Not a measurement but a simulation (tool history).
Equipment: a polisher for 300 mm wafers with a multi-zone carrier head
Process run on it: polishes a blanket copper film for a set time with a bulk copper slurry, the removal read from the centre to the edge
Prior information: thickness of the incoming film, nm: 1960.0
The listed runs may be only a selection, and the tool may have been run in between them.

run	hour	flow of slurry (ml/min)	pressure of the head's centre zone	pressure of the head's middle zone	pressure of the head's edge zone	abrasive content of the slurry	polishing time (s)	film removed at the wafer's centre (angstrom)	film removed at mid-radius (angstrom)	film removed at the wafer's edge (angstrom)
1	0.0	220	1.00	1.00	1.00	1.00	76	6116.4	5893.3	5746.1
2	2.5	220	0.93	1.00	1.00	1.00	76	5577.5	5874.2	5768.0
3	5.6	220	0.93	1.00	1.00	1.10	76	5788.0	5943.7	5839.9
4	11.4	225	0.95	1.00	1.02	1.20	78	6090.7	6051.6	6061.7
5	16.7	225	1.01	1.00	1.02	1.20	78	6429.2	6071.0	6167.6
6	21.4	225	1.01	1.00	1.02	1.05	78	6389.6	6014.9	5969.7
7	23.7	225	1.03	1.00	1.03	1.10	80	6757.0	6225.5	6226.5
8	30.9	225	1.05	1.01	1.05	1.15	82	7187.5	6403.5	6466.6
9	39.0	230	1.06	1.02	1.06	1.20	83	7262.7	6724.6	6616.8
10	42.4	230	1.08	1.02	1.07	1.25	84	7455.3	6863.1	6799.8
11	47.3	235	1.10	1.01	1.08	1.30	85	7866.8	6809.4	6962.6

The next listed run, before its measurement:
12	53.1	240	1.11	1.01	1.09	1.35	85	?	?	?

film removed at the wafer's centre (angstrom): 7877.9
film removed at mid-radius (angstrom): 6891.7
film removed at the wafer's edge (angstrom): 6968.5

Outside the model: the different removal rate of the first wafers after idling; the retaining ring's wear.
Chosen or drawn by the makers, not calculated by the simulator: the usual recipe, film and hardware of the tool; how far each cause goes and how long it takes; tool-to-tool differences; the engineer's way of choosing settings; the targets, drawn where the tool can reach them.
